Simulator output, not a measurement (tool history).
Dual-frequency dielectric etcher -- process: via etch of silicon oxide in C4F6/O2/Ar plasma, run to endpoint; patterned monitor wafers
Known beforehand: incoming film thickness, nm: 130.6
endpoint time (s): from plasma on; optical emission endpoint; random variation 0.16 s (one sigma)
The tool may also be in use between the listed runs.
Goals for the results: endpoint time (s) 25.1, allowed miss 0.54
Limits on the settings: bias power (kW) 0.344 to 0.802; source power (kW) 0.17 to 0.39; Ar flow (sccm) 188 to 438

| run | day | bias power (kW) | source power (kW) | Ar flow (sccm) | endpoint time (s) |
|---|---|---|---|---|---|
| 1 | 0 | 0.573 | 0.28 | 313 | 29.167 |
| 2 | 0.162 | 0.573 | 0.3 | 313 | 28.784 |
| 3 | 0.462 | 0.485 | 0.3 | 313 | 30.338 |
| 4 | 0.758 | 0.586 | 0.3 | 313 | 28.536 |
| 5 | 0.792 | 0.586 | 0.26 | 313 | 29.95 |
| 6 | 1.062 | 0.636 | 0.27 | 309 | 29.023 |
| 7 | 1.283 | 0.673 | 0.29 | 305 | 27.012 |
| 8 | 1.542 | 0.697 | 0.29 | 304 | 26.708 |
| 9 | 1.812 | 0.718 | 0.29 | 303 | 26.059 |
| 10 | 2.188 | 0.73 | 0.29 | 303 | 26.465 |
| 11 | 2.4 | 0.745 | 0.29 | 302 | 26.21 |
| 12 | 2.629 | 0.757 | 0.29 | 301 | 25.78 |
| 13 | 2.796 | 0.766 | 0.29 | 301 | 25.824 |
| 14 | 3.117 | 0.774 | 0.29 | 300 | 25.36 |

5 candidate next runs follow, results not yet known. Just one meets every target within its allowed miss. Identify it.
| A | 3.438 | 0.696 | 0.27 | 234 | ? |
| B | 3.438 | 0.801 | 0.27 | 311 | ? |
| C | 3.438 | 0.727 | 0.28 | 285 | ? |
| D | 3.438 | 0.798 | 0.31 | 345 | ? |
| E | 3.438 | 0.658 | 0.32 | 286 | ? |

| move | endpoint time (s) |
|---|---|
| A | 27.088 |
| B | 26.325 |
| C | 26.745 |
| D | 25.249 |
| E | 26.411 |
A: lands further from the targets than the last run did
B: lands further from the targets than the last run did
C: lands further from the targets than the last run did
D: hits every target within its allowed miss
E: lands further from the targets than the last run did
So the answer is move D, the one that meets all the targets.
